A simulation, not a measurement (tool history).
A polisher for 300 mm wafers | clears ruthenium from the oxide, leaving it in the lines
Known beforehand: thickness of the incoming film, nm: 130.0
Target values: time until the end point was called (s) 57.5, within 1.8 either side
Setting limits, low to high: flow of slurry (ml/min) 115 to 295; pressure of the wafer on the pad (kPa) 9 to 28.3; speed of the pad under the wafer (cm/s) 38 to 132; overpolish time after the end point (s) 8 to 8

run  hour  flow of slurry (ml/min)  pressure of the wafer on the pad (kPa)  speed of the pad under the wafer (cm/s)  overpolish time after the end point (s)  time until the end point was called (s)
  1     0                      190                                    18.6                                       84                                        8                                   85.538
  2     9                      210                                    18.6                                       84                                        8                                   84.613
  3  13.1                      210                                      20                                       84                                        8                                   78.272
  4  16.9                      210                                      20                                       84                                        8                                   77.767
  5    21                      210                                      20                                       84                                        8                                   80.561
  6  25.3                      210                                    21.4                                       84                                        8                                   73.925
  7  25.8                      210                                    22.1                                       84                                        8                                   71.682
  8  32.7                      210                                    22.8                                       84                                        8                                   69.717
  9  36.5                      210                                    23.4                                       84                                        8                                   67.351
 10  41.8                      210                                    24.1                                       84                                        8                                   65.674
 11  49.1                      215                                    24.8                                       84                                        8                                   64.375
 12    53                      215                                    25.5                                       84                                        8                                   62.426

Exactly one of the 5 candidate moves below puts every result within its allowed miss. Which one?
  A  56.9                      255                                    26.9                                       72                                        8                                        ?
  B  56.9                      210                                    24.8                                       78                                        8                                        ?
  C  56.9                      215                                    26.2                                       98                                        8                                        ?
  D  56.9                      210                                    28.3                                       82                                        8                                        ?
  E  56.9                      180                                    26.2                                       84                                        8                                        ?

move  time until the end point was called (s)
   A                                    65.13
   B                                   67.772
   C                                   53.328
   D                                    57.36
   E                                   62.025
A: moves away from the targets compared with the last run
B: moves away from the targets compared with the last run
C: takes the result that was furthest off past its target
D: all results in spec
E: nearer the targets than the last run, but a result is still out of spec
Go with D: it meets all targets.
